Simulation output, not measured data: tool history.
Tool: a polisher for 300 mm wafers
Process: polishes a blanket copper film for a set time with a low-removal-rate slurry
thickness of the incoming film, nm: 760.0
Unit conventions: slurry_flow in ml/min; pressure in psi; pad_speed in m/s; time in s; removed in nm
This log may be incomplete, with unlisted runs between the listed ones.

run,day,slurry_flow,pressure,pad_speed,slurry_solids,time,removed
1,0.000,245,2.0,1.38,1.0,96,317.32
2,0.317,245,2.0,1.58,1.0,96,357.80
3,0.646,245,2.2,1.60,1.0,96,409.31
4,0.712,245,1.9,1.60,1.0,96,349.31
5,0.812,245,2.1,1.62,1.0,96,404.04
6,0.883,245,2.1,1.62,1.2,96,408.37
7,1.138,245,2.2,1.62,1.2,96,432.81

Estimate the outcome of run 8 from the log above:
8,1.396,245,2.3,1.62,1.2,96,?

{"run 8": {"removed": 451.3}}
